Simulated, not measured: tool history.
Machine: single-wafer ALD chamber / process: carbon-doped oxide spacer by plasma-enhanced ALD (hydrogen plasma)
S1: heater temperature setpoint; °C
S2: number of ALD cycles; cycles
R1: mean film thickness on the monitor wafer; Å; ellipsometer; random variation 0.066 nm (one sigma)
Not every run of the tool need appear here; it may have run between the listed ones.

run,hour,S1,S2,R1
1,0,380,272,137.19
2,9.5,389,272,137.05
3,17.9,389,263,133.2
4,23.3,384,263,132.36
5,26,384,237,120.43
6,34.4,384,204,102.42

What will run 7 give?
7,38.5,384,208,?

{"run 7": {"R1": 104.24}}
